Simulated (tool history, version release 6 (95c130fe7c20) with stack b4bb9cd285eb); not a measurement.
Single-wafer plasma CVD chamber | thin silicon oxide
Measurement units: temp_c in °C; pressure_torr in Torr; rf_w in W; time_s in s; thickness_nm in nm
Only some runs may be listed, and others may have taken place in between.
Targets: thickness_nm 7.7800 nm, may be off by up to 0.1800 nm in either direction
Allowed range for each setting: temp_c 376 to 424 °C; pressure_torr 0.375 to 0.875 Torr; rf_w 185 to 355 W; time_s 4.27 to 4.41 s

run    day  temp_c  pressure_torr  rf_w  time_s  thickness_nm
  1  0.000     400          0.625   270    4.27        6.1620
  2  0.338     400          0.625   270    4.41        6.3248
  3  0.612     400          0.586   270    4.41        6.0354
  4  0.912     400          0.637   270    4.41        6.4155
  5  1.275     400          0.540   270    4.41        5.4877
  6  1.575     400          0.540   305    4.41        5.8384
  7  1.729     400          0.592   305    4.41        6.3851
  8  1.942     400          0.627   305    4.41        6.7496
  9  1.967     400          0.653   305    4.41        7.0070
 10  2.133     400          0.673   305    4.41        7.1976
 11  2.471     400          0.688   305    4.41        7.4012
 12  2.654     400          0.697   305    4.41        7.4503
 13  2.696     400          0.706   305    4.41        7.5761

Which single option among these 5 for the next run brings every result within its allowed miss of target? Just one does.
  A  2.738     395          0.758   320    4.41             ?
  B  2.738     395          0.719   325    4.37             ?
  C  2.738     402          0.758   265    4.34             ?
  D  2.738     401          0.682   325    4.27             ?
  E  2.738     401          0.735   335    4.41             ?

move  thickness_nm
   A        8.2725
   B        7.8490
   C        7.4629
   D        7.2633
   E        8.1510
A: takes the result that was furthest off past its target
B: every result lands within tolerance
C: further off than the last run
D: further off than the last run
E: takes the result that was furthest off past its target
The right move is B.

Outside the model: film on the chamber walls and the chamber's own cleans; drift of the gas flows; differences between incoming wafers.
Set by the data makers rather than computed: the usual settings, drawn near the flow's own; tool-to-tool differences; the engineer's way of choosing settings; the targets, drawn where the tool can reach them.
